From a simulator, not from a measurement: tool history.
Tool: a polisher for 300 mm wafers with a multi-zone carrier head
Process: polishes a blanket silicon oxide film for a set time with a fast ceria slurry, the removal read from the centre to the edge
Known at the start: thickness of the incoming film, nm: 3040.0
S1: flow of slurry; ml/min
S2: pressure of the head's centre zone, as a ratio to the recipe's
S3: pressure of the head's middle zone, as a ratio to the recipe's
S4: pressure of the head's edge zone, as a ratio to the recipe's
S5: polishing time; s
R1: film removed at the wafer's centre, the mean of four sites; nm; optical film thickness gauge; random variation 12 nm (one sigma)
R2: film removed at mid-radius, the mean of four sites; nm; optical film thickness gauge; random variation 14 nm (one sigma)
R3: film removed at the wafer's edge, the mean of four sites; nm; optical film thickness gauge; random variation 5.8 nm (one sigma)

{"run": 1, "hour": 0.0, "S1": 190, "S2": 1, "S3": 1, "S4": 1, "S5": 43, "R1": 810.96, "R2": 824.34, "R3": 782.54}
{"run": 2, "hour": 1.6, "S1": 190, "S2": 1, "S3": 1, "S4": 1, "S5": 36, "R1": 681.89, "R2": 668.44, "R3": 662.47}
{"run": 3, "hour": 3.1, "S1": 200, "S2": 1.02, "S3": 1.01, "S4": 1.04, "S5": 38, "R1": 713.56, "R2": 733.81, "R3": 718.91}
{"run": 4, "hour": 7.9, "S1": 200, "S2": 1.02, "S3": 1.01, "S4": 1.04, "S5": 42, "R1": 811.24, "R2": 800.18, "R3": 786.87}
{"run": 5, "hour": 9.2, "S1": 230, "S2": 1.02, "S3": 1.01, "S4": 1.04, "S5": 42, "R1": 823.21, "R2": 820.41, "R3": 802.11}
{"run": 6, "hour": 13.3, "S1": 230, "S2": 1.02, "S3": 1.01, "S4": 1.04, "S5": 37, "R1": 736.99, "R2": 730.69, "R3": 696.96}
{"run": 7, "hour": 15.9, "S1": 235, "S2": 1.04, "S3": 1.02, "S4": 1.06, "S5": 39, "R1": 771.91, "R2": 766.58, "R3": 748.54}

The next listed run, before its measurement:
{"run": 8, "hour": 19.6, "S1": 240, "S2": 1.06, "S3": 1.03, "S4": 1.07, "S5": 41, "R1": "?", "R2": "?", "R3": "?"}

{"run 8": {"R1": 849.91, "R2": 835.22, "R3": 792.16}}

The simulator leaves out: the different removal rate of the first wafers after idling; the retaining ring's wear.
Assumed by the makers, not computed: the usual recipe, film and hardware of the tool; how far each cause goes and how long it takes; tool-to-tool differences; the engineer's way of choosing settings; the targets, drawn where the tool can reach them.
